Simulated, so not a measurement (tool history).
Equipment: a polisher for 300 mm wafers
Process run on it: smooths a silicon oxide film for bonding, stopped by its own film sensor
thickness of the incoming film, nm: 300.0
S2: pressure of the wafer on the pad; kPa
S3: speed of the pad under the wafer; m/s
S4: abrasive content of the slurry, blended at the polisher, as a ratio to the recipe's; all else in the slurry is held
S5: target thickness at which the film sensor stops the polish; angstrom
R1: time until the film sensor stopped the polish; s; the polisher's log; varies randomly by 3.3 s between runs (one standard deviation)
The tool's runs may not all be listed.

run 1 day=0.000 | flow_of_slurry_(ml/min)=175 S2=12.4 S3=1.04 S4=1.00 S5=2550 | R1=70.262
run 2 day=0.225 | flow_of_slurry_(ml/min)=170 S2=10.3 S3=0.92 S4=0.95 S5=2550 | R1=90.960
run 3 day=0.429 | flow_of_slurry_(ml/min)=170 S2=10.3 S3=0.70 S4=0.95 S5=2550 | R1=107.410
run 4 day=0.638 | flow_of_slurry_(ml/min)=170 S2=9.0 S3=0.66 S4=0.95 S5=2550 | R1=127.750
run 5 day=0.950 | flow_of_slurry_(ml/min)=170 S2=8.3 S3=0.64 S4=0.95 S5=2550 | R1=137.530
run 6 day=1.150 | flow_of_slurry_(ml/min)=170 S2=8.3 S3=0.64 S4=0.95 S5=2600 | R1=119.180
run 7 day=1.279 | flow_of_slurry_(ml/min)=170 S2=5.5 S3=0.48 S4=0.90 S5=2590 | R1=213.380

Expected results for the next run?
run 8 day=1.400 | flow_of_slurry_(ml/min)=170 S2=6.2 S3=0.48 S4=0.90 S5=2590 | R1=?

{"run 8": {"R1": 189.23}}
